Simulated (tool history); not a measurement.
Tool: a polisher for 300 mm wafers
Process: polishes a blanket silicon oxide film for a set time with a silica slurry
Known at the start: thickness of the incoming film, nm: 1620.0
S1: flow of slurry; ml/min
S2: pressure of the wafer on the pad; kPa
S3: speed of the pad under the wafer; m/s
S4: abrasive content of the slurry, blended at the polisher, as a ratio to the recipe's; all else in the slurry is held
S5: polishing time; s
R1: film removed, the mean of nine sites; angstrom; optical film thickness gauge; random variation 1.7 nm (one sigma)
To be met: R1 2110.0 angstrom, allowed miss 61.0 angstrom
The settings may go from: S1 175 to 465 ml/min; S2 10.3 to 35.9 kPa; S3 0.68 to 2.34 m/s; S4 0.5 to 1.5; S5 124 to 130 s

run 1 hour=0.0 | S1=295 S2=22.8 S3=1.50 S4=1.0 S5=124 | R1=2862.2
run 2 hour=3.4 | S1=295 S2=27.6 S3=1.50 S4=1.0 S5=124 | R1=3488.2
run 3 hour=9.9 | S1=295 S2=27.6 S3=1.50 S4=1.0 S5=124 | R1=3439.4
run 4 hour=16.5 | S1=295 S2=27.6 S3=1.50 S4=1.1 S5=124 | R1=3687.0
run 5 hour=22.8 | S1=295 S2=22.8 S3=1.50 S4=1.1 S5=124 | R1=3068.3
-- hour=28.2 slurry blender recalibrated
run 6 hour=28.2 | S1=295 S2=19.3 S3=1.50 S4=1.1 S5=124 | R1=3056.7
run 7 hour=34.2 | S1=295 S2=16.5 S3=1.38 S4=1.1 S5=124 | R1=2519.3
run 8 hour=41.0 | S1=295 S2=14.5 S3=1.38 S4=1.1 S5=124 | R1=2171.4
run 9 hour=44.1 | S1=295 S2=14.5 S3=1.38 S4=1.1 S5=124 | R1=2213.1

4 next moves are on the table. One of them brings every result within its allowed miss. Which?
run A hour=47.2 | S1=325 S2=13.1 S3=1.60 S4=1.0 S5=130 | R1=?
run B hour=47.2 | S1=295 S2=12.4 S3=1.52 S4=1.1 S5=128 | R1=?
run C hour=47.2 | S1=310 S2=13.1 S3=1.70 S4=1.1 S5=124 | R1=?
run D hour=47.2 | S1=215 S2=20.7 S3=0.84 S4=1.4 S5=124 | R1=?

move=A R1=2231.5
move=B R1=2084.9
move=C R1=2318.0
move=D R1=2314.3
A: further off than the last run
B: meets every target
C: further off than the last run
D: further off than the last run
Move B is the one to make.

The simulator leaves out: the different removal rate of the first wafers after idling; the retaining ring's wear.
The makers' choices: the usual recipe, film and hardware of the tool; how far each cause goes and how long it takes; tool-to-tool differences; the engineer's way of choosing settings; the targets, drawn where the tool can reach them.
